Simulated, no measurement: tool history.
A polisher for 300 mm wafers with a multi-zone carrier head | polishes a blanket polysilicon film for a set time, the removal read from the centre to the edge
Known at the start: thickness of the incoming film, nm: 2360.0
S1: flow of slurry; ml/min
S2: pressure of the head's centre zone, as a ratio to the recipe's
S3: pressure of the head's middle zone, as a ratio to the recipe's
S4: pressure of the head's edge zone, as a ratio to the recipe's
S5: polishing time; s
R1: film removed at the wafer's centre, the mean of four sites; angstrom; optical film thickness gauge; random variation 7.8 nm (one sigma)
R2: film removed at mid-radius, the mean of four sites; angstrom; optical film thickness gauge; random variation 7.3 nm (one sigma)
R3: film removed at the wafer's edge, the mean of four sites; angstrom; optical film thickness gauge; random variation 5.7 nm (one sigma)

Run 1, hour 0: S1 290 ml/min, S2 1, S3 1, S4 1, S5 81 s. Result: R1 5443.3 angstrom, R2 5467.7 angstrom, R3 5390.1 angstrom.
Run 2, hour 6.6: S1 290 ml/min, S2 1, S3 1, S4 1, S5 93 s. Result: R1 6452.5 angstrom, R2 6212.2 angstrom, R3 6283.9 angstrom.
Run 3, hour 12.4: S1 290 ml/min, S2 1, S3 0.96, S4 1, S5 93 s. Result: R1 6334.4 angstrom, R2 6196.5 angstrom, R3 6264.8 angstrom.
Run 4, hour 17.1: S1 290 ml/min, S2 1, S3 0.96, S4 1.06, S5 93 s. Result: R1 6418.4 angstrom, R2 5978.6 angstrom, R3 6477.6 angstrom.
Run 5, hour 26: S1 290 ml/min, S2 1, S3 0.96, S4 1.12, S5 93 s. Result: R1 6345.1 angstrom, R2 6056.7 angstrom, R3 6515 angstrom.
Run 6, hour 29.8: S1 290 ml/min, S2 1, S3 1, S4 1.12, S5 93 s. Result: R1 6309.2 angstrom, R2 6300.8 angstrom, R3 6620.2 angstrom.

Run 7 comes next. What will it give?
Run 7, hour 34: S1 300 ml/min, S2 1.03, S3 1, S4 1.12, S5 93 s. Result: R1 ?, R2 ?, R3 ?.

{"run 7": {"R1": 6581.8, "R2": 6408.9, "R3": 6695.5}}
